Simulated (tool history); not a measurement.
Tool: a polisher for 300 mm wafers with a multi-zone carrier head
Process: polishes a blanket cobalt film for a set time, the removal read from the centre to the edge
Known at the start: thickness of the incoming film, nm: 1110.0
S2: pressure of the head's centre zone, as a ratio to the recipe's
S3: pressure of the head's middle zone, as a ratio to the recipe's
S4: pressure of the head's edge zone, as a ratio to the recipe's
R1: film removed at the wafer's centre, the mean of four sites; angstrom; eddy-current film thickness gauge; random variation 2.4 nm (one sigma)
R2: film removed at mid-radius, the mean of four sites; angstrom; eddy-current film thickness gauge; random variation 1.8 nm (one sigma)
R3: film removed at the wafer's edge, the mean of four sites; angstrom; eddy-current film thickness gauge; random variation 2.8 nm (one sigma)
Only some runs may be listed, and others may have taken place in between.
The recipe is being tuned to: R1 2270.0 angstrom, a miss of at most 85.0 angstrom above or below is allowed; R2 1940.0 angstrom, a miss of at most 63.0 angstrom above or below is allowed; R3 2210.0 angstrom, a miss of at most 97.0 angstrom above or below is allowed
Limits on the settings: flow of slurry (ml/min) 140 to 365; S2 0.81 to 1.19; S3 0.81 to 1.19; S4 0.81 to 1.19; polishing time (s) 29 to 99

run 1 day=0.000 | flow_of_slurry_(ml/min)=235 S2=1.00 S3=1.00 S4=1.00 polishing_time_(s)=64 | R1=3595.1 R2=4037.2 R3=3770.5
run 2 day=0.229 | flow_of_slurry_(ml/min)=235 S2=1.00 S3=1.00 S4=1.00 polishing_time_(s)=53 | R1=2941.8 R2=3267.4 R3=3177.4
run 3 day=0.496 | flow_of_slurry_(ml/min)=235 S2=1.00 S3=1.00 S4=1.00 polishing_time_(s)=42 | R1=2389.7 R2=2579.6 R3=2483.7
run 4 day=0.717 | flow_of_slurry_(ml/min)=225 S2=1.02 S3=0.94 S4=0.99 polishing_time_(s)=40 | R1=2309.5 R2=2361.0 R3=2399.5
run 5 day=0.938 | flow_of_slurry_(ml/min)=225 S2=0.95 S3=0.94 S4=0.99 polishing_time_(s)=40 | R1=2114.5 R2=2348.3 R3=2331.7
run 6 day=1.217 | flow_of_slurry_(ml/min)=225 S2=0.95 S3=0.94 S4=1.07 polishing_time_(s)=40 | R1=2137.0 R2=2392.2 R3=2477.5
run 7 day=1.258 | flow_of_slurry_(ml/min)=220 S2=1.00 S3=0.90 S4=1.04 polishing_time_(s)=39 | R1=2125.1 R2=2193.2 R3=2363.3
run 8 day=1.612 | flow_of_slurry_(ml/min)=215 S2=1.04 S3=0.87 S4=1.01 polishing_time_(s)=39 | R1=2269.9 R2=2164.2 R3=2348.1
run 9 day=1.850 | flow_of_slurry_(ml/min)=210 S2=1.06 S3=0.85 S4=1.00 polishing_time_(s)=38 | R1=2257.8 R2=2059.1 R3=2208.1
run 10 day=1.988 | flow_of_slurry_(ml/min)=205 S2=1.07 S3=0.84 S4=1.02 polishing_time_(s)=38 | R1=2250.3 R2=2027.4 R3=2297.0

Pick the move, out of 5, that brings all results within their allowed miss; only one does.
run A day=2.125 | flow_of_slurry_(ml/min)=220 S2=1.19 S3=0.92 S4=0.85 polishing_time_(s)=37 | R1=? R2=? R3=?
run B day=2.125 | flow_of_slurry_(ml/min)=215 S2=1.11 S3=0.88 S4=0.99 polishing_time_(s)=37 | R1=? R2=? R3=?
run C day=2.125 | flow_of_slurry_(ml/min)=245 S2=1.11 S3=0.83 S4=1.03 polishing_time_(s)=36 | R1=? R2=? R3=?
run D day=2.125 | flow_of_slurry_(ml/min)=185 S2=1.00 S3=0.90 S4=1.01 polishing_time_(s)=38 | R1=? R2=? R3=?
run E day=2.125 | flow_of_slurry_(ml/min)=160 S2=1.06 S3=0.87 S4=0.91 polishing_time_(s)=40 | R1=? R2=? R3=?

move=A R1=2428.3 R2=2129.3 R3=2090.5
move=B R1=2255.6 R2=2050.3 R3=2240.1
move=C R1=2230.0 R2=1933.2 R3=2247.8
move=D R1=2041.2 R2=2104.9 R3=2290.5
move=E R1=2228.2 R2=2113.7 R3=2262.5
A: the biggest miss grows against the last run
B: the biggest miss grows against the last run
C: meets every target
D: the biggest miss grows against the last run
E: the biggest miss grows against the last run
C meets every target.
